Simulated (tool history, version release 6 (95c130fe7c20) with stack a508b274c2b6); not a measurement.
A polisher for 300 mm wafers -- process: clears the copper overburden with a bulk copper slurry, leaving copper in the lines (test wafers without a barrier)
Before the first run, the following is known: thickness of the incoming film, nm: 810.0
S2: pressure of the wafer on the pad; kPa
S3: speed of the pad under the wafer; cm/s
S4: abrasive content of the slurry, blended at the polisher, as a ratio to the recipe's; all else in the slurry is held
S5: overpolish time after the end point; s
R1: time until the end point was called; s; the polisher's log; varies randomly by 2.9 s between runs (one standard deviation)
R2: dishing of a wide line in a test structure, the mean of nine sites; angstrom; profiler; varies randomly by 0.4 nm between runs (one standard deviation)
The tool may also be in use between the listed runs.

{"run": 1, "hour": 0.0, "flow of slurry (ml/min)": 260, "S2": 13.1, "S3": 100, "S4": 1.0, "S5": 12, "R1": 147.32, "R2": 376.93}
{"run": 2, "hour": 4.7, "flow of slurry (ml/min)": 260, "S2": 12.4, "S3": 98, "S4": 1.0, "S5": 13, "R1": 155.11, "R2": 382.45}
{"run": 3, "hour": 6.8, "flow of slurry (ml/min)": 260, "S2": 10.3, "S3": 98, "S4": 1.0, "S5": 13, "R1": 184.45, "R2": 335.57}
{"run": 4, "hour": 9.8, "flow of slurry (ml/min)": 260, "S2": 10.3, "S3": 74, "S4": 1.0, "S5": 13, "R1": 223.75, "R2": 286.9}
{"run": 5, "hour": 12.7, "flow of slurry (ml/min)": 260, "S2": 9.7, "S3": 74, "S4": 1.0, "S5": 14, "R1": 244.72, "R2": 287.18}
{"run": 6, "hour": 15.4, "flow of slurry (ml/min)": 260, "S2": 9.7, "S3": 74, "S4": 1.0, "S5": 15, "R1": 236.97, "R2": 311.02}
{"run": 7, "hour": 24.2, "flow of slurry (ml/min)": 250, "S2": 6.2, "S3": 72, "S4": 1.0, "S5": 20, "R1": 364.04, "R2": 259.47}
{"run": 8, "hour": 30.4, "flow of slurry (ml/min)": 260, "S2": 6.2, "S3": 72, "S4": 1.0, "S5": 20, "R1": 369.54, "R2": 259.0}
{"run": 9, "hour": 36.3, "flow of slurry (ml/min)": 260, "S2": 6.9, "S3": 72, "S4": 1.0, "S5": 20, "R1": 334.14, "R2": 289.67}
{"run": 10, "hour": 38.7, "flow of slurry (ml/min)": 270, "S2": 6.9, "S3": 72, "S4": 1.0, "S5": 20, "R1": 337.17, "R2": 279.45}
{"run": 11, "hour": 39.6, "flow of slurry (ml/min)": 275, "S2": 7.6, "S3": 72, "S4": 1.0, "S5": 20, "R1": 301.47, "R2": 309.93}

Run 12 comes next. What will it give?
{"run": 12, "hour": 45.3, "flow of slurry (ml/min)": 280, "S2": 7.6, "S3": 72, "S4": 1.0, "S5": 20, "R1": "?", "R2": "?"}

{"run 12": {"R1": 297.91, "R2": 310.08}}
